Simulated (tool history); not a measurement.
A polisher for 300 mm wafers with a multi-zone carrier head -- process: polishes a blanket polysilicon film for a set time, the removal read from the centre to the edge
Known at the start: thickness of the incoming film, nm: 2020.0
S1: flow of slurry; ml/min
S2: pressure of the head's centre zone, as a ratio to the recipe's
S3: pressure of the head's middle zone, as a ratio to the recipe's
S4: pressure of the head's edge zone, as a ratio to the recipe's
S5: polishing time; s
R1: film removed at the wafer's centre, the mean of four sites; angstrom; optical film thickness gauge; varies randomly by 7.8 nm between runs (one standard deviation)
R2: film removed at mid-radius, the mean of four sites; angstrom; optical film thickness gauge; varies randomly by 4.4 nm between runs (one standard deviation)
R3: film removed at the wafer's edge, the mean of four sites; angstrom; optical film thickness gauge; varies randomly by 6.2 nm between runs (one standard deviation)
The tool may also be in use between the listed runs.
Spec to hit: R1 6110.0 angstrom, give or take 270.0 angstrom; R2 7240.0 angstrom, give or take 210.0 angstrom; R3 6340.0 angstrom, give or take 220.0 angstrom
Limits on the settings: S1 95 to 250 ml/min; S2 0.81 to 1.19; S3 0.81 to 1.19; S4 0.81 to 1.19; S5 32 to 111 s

run,hour,S1,S2,S3,S4,S5,R1,R2,R3
1,0.0,160,1.00,1.00,1.00,71,4939.7,5395.7,5386.8
2,4.5,160,1.00,1.00,1.00,60,4100.8,4604.1,4676.1
3,13.3,160,1.00,1.00,1.00,76,5154.7,5831.0,5830.5
4,14.0,160,1.00,1.07,1.00,76,5282.9,6122.0,5851.2
5,22.1,165,1.00,1.08,1.00,76,5275.0,6277.9,5861.4
6,24.0,150,1.00,1.08,1.00,76,5100.8,6083.4,5832.7
7,29.8,160,1.00,1.09,1.01,76,5223.5,6217.6,5807.2
8,34.0,165,1.00,1.09,1.01,76,5285.0,6238.5,5878.5
9,39.1,170,1.00,1.10,1.01,76,5247.0,6319.1,5842.3
10,39.7,170,1.01,1.11,1.01,76,5369.6,6309.8,5933.3
# hour 47.5: centre zone pressure recalibrated
11,47.5,175,1.01,1.12,1.01,76,5895.6,6517.4,5966.1
12,48.9,175,1.01,1.13,1.01,76,6065.6,6476.2,6016.4

Below are 5 possible settings for the next run. Only one of them brings all results inside the allowed miss of their targets. Which is it?
A,50.3,190,0.95,1.17,0.98,82,?,?,?
B,50.3,135,1.04,1.02,1.07,82,?,?,?
C,50.3,140,0.95,0.95,1.06,81,?,?,?
D,50.3,140,0.88,1.19,0.91,92,?,?,?
E,50.3,155,0.99,1.13,1.06,81,?,?,?

move,R1,R2,R3
A,6184.4,7355.5,6301.0
B,6272.6,6170.7,6276.9
C,5708.4,5824.1,6214.0
D,6011.2,7890.7,6541.6
E,6107.7,6809.8,6298.5
A: every result within its allowed miss
B: lands further from the targets than the last run did
C: lands further from the targets than the last run did
D: carries the result that was furthest off beyond its target, to the other side
E: nearer the targets than the last run, but a result is still out of spec
A meets every target.
